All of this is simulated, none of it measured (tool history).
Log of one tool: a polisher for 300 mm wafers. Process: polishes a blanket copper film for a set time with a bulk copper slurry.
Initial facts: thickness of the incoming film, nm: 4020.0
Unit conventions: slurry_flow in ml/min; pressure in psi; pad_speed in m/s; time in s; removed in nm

run  hour  slurry_flow  pressure  pad_speed  slurry_solids  time  removed
  1     0          300         3       1.28              1    38   490.61
  2   3.7          300       3.5       1.28              1    38   573.14
  3  12.6          300       4.2       1.28              1    38   676.97
  4    20          300       3.7       1.28              1    38   607.41
  5  26.2          300       3.1       1.28              1    38   507.03
  6    35          300       3.1       1.28              1    38   503.28
  7  42.3          300       2.6       1.14              1    38   380.29
  8  48.1          300       2.3       1.06              1    38   319.72

Predict the results of run 9:
  9  51.2          300       2.1       1.02              1    38        ?

removed: 280.09 nm
